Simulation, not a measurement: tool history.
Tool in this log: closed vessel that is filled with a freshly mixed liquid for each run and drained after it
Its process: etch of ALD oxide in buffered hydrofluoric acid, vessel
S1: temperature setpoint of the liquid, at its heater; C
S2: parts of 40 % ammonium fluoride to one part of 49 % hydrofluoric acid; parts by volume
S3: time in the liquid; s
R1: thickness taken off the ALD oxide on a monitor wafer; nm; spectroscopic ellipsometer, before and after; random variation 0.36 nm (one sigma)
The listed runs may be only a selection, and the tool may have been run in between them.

| run | hour | S1 | S2 | S3 | R1 |
|---|---|---|---|---|---|
| 1 | 0 | 21 | 8 | 35 | 62.713 |
| 2 | 8.9 | 21 | 6.5 | 35 | 76.772 |
| 3 | 11.8 | 20.5 | 7 | 35 | 70.209 |
| 4 | 15.5 | 20 | 7.5 | 35 | 63.529 |
| 5 | 21.3 | 19.5 | 8 | 35 | 57.663 |
| 6 | 29.9 | 19.5 | 9 | 35 | 50.332 |
| 7 | 31.3 | 19.5 | 9 | 35 | 50.799 |
| 8 | 32.8 | 19 | 9 | 35 | 49.283 |
| 9 | 34.1 | 18 | 9.5 | 35 | 45.279 |

What will run 10 give?
| 10 | 40.9 | 17.5 | 10 | 35 | ? |

{"run 10": {"R1": 42.136}}
